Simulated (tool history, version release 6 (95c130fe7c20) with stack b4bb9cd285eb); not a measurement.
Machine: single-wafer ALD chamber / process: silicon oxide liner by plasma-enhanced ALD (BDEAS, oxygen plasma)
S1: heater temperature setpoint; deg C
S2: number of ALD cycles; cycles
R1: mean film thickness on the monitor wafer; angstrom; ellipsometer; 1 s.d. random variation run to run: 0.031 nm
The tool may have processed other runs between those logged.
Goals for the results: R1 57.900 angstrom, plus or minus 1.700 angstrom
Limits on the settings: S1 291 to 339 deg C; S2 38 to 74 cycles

run	hour	S1	S2	R1
1	0.0	315	56	46.523
2	5.6	315	58	48.245
3	11.0	309	58	48.988
4	18.2	309	59	49.382
5	21.3	317	59	48.747
6	30.1	311	59	49.300
7	37.7	311	60	50.294
8	44.4	311	61	51.200
9	47.2	311	62	51.857
10	48.1	311	63	53.172

Exactly one of the 5 candidate moves below puts every result within its allowed miss. Which one?
A	49.0	310	73	?
B	49.0	308	62	?
C	49.0	302	68	?
D	49.0	305	57	?
E	49.0	297	63	?

move	R1
A	61.464
B	52.371
C	57.994
D	48.380
E	54.827
A: takes the result that was furthest off past its target
B: the biggest miss grows against the last run
C: hits every target within its allowed miss
D: the biggest miss grows against the last run
E: gains on the last run, yet a result remains outside its allowed miss
The right move is C.
